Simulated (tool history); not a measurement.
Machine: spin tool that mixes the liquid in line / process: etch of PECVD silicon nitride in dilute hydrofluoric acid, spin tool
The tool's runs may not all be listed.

run,hour,temperature setpoint of the liquid (C),parts of water to one part of 49 % hydrofluoric acid (parts by volume),time under the liquid (s),thickness taken off the PECVD silicon nitride on a monitor wafer (nm)
1,0,26,135,320,8.3873
2,6.1,27.5,130,320,9.5858
3,8.5,29,125,320,10.977
4,13.8,29,125,345,11.83
5,14.5,30,120,345,13.231
6,17,31,120,345,14.075
7,17.7,31.5,120,345,14.41
8,20.6,32,120,345,14.979

Estimate the outcome of run 9 from the log above:
9,22.3,32.5,120,345,?

Logged for run 9: thickness taken off the PECVD silicon nitride on a monitor wafer (nm) 15.312.
